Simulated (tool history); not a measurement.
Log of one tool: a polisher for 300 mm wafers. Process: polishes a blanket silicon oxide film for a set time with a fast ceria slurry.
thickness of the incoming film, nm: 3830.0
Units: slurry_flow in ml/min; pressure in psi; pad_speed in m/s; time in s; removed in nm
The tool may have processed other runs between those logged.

run	hour	slurry_flow	pressure	pad_speed	time	removed
1	0	265	3.2	1.2	37	816.21
2	4.3	265	3.2	0.92	37	633.49
3	7.3	265	3.6	0.92	37	706.21
4	12.5	265	3.3	0.92	37	653.29
5	21.2	265	3	0.92	37	591.12
6	21.9	265	2.8	0.92	37	557.45
7	26.7	265	2.6	0.92	37	516.06
8	28.9	265	2.5	0.92	37	502.37
9	36.8	265	2.4	0.92	37	488.76
# hour 39: head pressure recalibrated
10	39	265	2.3	0.92	37	428.23
11	41.8	260	2.3	0.92	37	423.92
12	43.8	255	2.3	0.92	37	423.78
13	51.2	250	2.3	0.92	37	431.86

Run 14 has not been measured yet. What should we expect?
14	57.8	245	2.3	0.92	37	?

Run 14 measured removed 431.9 nm.
